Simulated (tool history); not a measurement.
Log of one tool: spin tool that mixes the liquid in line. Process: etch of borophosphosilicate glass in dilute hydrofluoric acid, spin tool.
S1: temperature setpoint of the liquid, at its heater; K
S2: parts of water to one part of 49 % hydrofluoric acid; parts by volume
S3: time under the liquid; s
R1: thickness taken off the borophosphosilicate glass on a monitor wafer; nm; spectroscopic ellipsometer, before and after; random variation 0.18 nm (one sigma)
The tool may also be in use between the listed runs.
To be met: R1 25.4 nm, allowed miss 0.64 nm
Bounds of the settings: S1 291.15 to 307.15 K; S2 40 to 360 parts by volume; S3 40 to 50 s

run    day      S1   S2  S3      R1
  1      0  299.15  200  50  12.427
  2  0.121  300.15  190  50  13.775
  3  0.183  301.15  180  50   15.18
  4  0.542  301.15  180  50  15.086
  5  0.875  304.15  180  50  17.092
  6  1.025  304.15  205  50  14.432
  7  1.138  304.65  195  50  15.673
  8  1.479  305.15  185  50  16.794
  9  1.546  305.65  175  50  18.401
 10  1.692  305.65  170  50  19.209
 11  1.746  307.15  125  50  28.846
 12   1.85  306.65  125  50  28.762
 13  2.046  306.15  125  50  28.128
 14  2.358  305.65  125  50   28.02
 15  2.446  302.15  125  50   24.44

Which of these 4 next moves meets every target?
  A  2.533  302.15  100  40   ?
  B  2.533  302.15  115  50   ?
  C  2.533  301.15  115  45   ?
  D  2.533  304.15  120  50   ?

move      R1
   A  25.157
   B   26.79
   C  23.223
   D  27.453
A: meets every target
B: takes the result that was furthest off past its target
C: further off than the last run
D: takes the result that was furthest off past its target
Answer: A
